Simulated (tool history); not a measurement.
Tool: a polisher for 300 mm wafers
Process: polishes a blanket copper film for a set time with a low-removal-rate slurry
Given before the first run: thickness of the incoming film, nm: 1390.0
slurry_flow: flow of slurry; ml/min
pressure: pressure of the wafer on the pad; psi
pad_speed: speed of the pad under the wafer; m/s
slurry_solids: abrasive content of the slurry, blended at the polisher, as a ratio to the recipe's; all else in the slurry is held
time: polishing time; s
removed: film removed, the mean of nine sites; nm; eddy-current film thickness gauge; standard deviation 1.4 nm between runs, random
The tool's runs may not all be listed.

{"run": 1, "hour": 0.0, "slurry_flow": 310, "pressure": 2.2, "pad_speed": 1.08, "slurry_solids": 1.0, "time": 97, "removed": 248.29}
{"run": 2, "hour": 5.5, "slurry_flow": 310, "pressure": 2.2, "pad_speed": 1.2, "slurry_solids": 1.0, "time": 97, "removed": 276.17}
{"run": 3, "hour": 10.1, "slurry_flow": 310, "pressure": 2.6, "pad_speed": 1.2, "slurry_solids": 1.0, "time": 97, "removed": 298.13}
{"run": 4, "hour": 13.1, "slurry_flow": 310, "pressure": 2.6, "pad_speed": 1.2, "slurry_solids": 1.0, "time": 102, "removed": 318.76}
{"run": 5, "hour": 19.6, "slurry_flow": 310, "pressure": 2.1, "pad_speed": 1.08, "slurry_solids": 1.0, "time": 102, "removed": 257.5}
{"run": 6, "hour": 25.3, "slurry_flow": 310, "pressure": 1.8, "pad_speed": 1.0, "slurry_solids": 1.0, "time": 102, "removed": 217.04}

What will run 7 give?
{"run": 7, "hour": 27.7, "slurry_flow": 310, "pressure": 1.6, "pad_speed": 0.96, "slurry_solids": 1.0, "time": 102, "removed": "?"}

Run 7 gave removed 193.77 nm.

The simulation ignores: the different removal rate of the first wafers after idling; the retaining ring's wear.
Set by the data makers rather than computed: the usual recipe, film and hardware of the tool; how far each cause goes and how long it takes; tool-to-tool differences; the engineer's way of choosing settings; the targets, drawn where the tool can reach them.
